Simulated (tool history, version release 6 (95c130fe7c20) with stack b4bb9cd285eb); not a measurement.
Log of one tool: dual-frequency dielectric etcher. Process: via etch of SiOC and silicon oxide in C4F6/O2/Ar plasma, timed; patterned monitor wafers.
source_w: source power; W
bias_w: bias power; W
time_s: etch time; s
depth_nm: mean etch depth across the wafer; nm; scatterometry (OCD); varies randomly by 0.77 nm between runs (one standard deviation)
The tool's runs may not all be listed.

run 1 hour=0.0 | source_w=490 bias_w=131 time_s=117.5 | depth_nm=134.53
run 2 hour=1.8 | source_w=490 bias_w=131 time_s=117.5 | depth_nm=135.76
run 3 hour=7.6 | source_w=520 bias_w=135 time_s=118.0 | depth_nm=138.21
run 4 hour=8.9 | source_w=560 bias_w=135 time_s=118.0 | depth_nm=141.76
run 5 hour=17.2 | source_w=510 bias_w=135 time_s=118.0 | depth_nm=138.04
run 6 hour=20.0 | source_w=440 bias_w=135 time_s=118.0 | depth_nm=130.92
run 7 hour=23.0 | source_w=440 bias_w=135 time_s=118.0 | depth_nm=131.89
run 8 hour=28.2 | source_w=480 bias_w=142 time_s=119.0 | depth_nm=138.56

Run 9, settings as shown, results not yet in. Your forecast:
run 9 hour=33.8 | source_w=500 bias_w=147 time_s=119.5 | depth_nm=?

{"run 9": {"depth_nm": 141.81}}
